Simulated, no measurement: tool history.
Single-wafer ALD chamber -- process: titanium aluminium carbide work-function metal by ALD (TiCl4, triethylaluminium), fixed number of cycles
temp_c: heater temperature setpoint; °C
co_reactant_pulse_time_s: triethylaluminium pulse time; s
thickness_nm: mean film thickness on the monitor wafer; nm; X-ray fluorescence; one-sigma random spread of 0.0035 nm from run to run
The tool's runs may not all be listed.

{"run": 1, "day": 0.0, "temp_c": 305, "co_reactant_pulse_time_s": 8.93, "thickness_nm": 1.8934}
{"run": 2, "day": 0.192, "temp_c": 312, "co_reactant_pulse_time_s": 8.93, "thickness_nm": 1.967}
{"run": 3, "day": 0.217, "temp_c": 312, "co_reactant_pulse_time_s": 6.65, "thickness_nm": 1.8448}
{"run": 4, "day": 0.508, "temp_c": 310, "co_reactant_pulse_time_s": 6.48, "thickness_nm": 1.8109}
{"run": 5, "day": 0.85, "temp_c": 310, "co_reactant_pulse_time_s": 4.46, "thickness_nm": 1.5996}
{"run": 6, "day": 0.933, "temp_c": 311, "co_reactant_pulse_time_s": 4.49, "thickness_nm": 1.6066}
{"run": 7, "day": 1.021, "temp_c": 312, "co_reactant_pulse_time_s": 4.53, "thickness_nm": 1.6225}
{"run": 8, "day": 1.154, "temp_c": 312, "co_reactant_pulse_time_s": 4.53, "thickness_nm": 1.6207}
{"run": 9, "day": 1.217, "temp_c": 312, "co_reactant_pulse_time_s": 4.53, "thickness_nm": 1.6195}
{"run": 10, "day": 1.396, "temp_c": 313, "co_reactant_pulse_time_s": 4.58, "thickness_nm": 1.6364}
{"run": 11, "day": 1.754, "temp_c": 314, "co_reactant_pulse_time_s": 4.62, "thickness_nm": 1.6482}

Run 12, settings as shown, results not yet in. Your forecast:
{"run": 12, "day": 1.917, "temp_c": 315, "co_reactant_pulse_time_s": 4.66, "thickness_nm": "?"}

{"run 12": {"thickness_nm": 1.6604}}

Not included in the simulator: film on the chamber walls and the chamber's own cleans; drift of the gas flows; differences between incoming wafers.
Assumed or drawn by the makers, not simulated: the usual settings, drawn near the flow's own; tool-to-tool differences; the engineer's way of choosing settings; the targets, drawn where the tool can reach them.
